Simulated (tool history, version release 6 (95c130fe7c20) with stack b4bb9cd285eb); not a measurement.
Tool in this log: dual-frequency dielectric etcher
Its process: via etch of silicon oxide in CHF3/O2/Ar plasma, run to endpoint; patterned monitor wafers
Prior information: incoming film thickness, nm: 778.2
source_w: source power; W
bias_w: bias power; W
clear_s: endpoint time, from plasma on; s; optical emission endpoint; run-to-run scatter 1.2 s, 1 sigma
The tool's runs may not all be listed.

{"run": 1, "hour": 0.0, "source_w": 540, "bias_w": 157, "clear_s": 400.42}
{"run": 2, "hour": 4.2, "source_w": 540, "bias_w": 168, "clear_s": 395.21}
{"run": 3, "hour": 5.7, "source_w": 560, "bias_w": 169, "clear_s": 387.13}
{"run": 4, "hour": 6.9, "source_w": 460, "bias_w": 169, "clear_s": 425.15}
{"run": 5, "hour": 11.1, "source_w": 500, "bias_w": 169, "clear_s": 405.01}
{"run": 6, "hour": 15.8, "source_w": 500, "bias_w": 184, "clear_s": 397.1}
{"hour": 19.5, "done": "bias power generator calibrated"}
{"run": 7, "hour": 19.5, "source_w": 520, "bias_w": 185, "clear_s": 382.65}

Expected results for the next run?
{"run": 8, "hour": 27.7, "source_w": 530, "bias_w": 185, "clear_s": "?"}

{"run 8": {"clear_s": 378.57}}
